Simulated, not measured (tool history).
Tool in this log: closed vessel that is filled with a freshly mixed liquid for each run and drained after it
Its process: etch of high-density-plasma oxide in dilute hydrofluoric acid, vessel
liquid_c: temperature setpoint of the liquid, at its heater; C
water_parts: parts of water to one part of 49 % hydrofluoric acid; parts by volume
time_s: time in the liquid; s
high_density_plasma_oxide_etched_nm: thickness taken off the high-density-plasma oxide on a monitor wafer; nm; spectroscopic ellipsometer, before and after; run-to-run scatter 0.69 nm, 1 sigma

run	hour	liquid_c	water_parts	time_s	high_density_plasma_oxide_etched_nm
1	0	24	80	215	24.168
2	6.1	24	90	215	21.523
3	12.9	26	70	215	30.759
4	14.9	27.5	55	215	42.728
5	23.2	28.5	50	215	49.647
6	27.6	28.5	50	165	37.317
7	29.8	28.5	50	165	38.348

Run 8 is up next; what results do you expect?
8	30.5	29.5	40	175	?

high_density_plasma_oxide_etched_nm: 52.511 nm
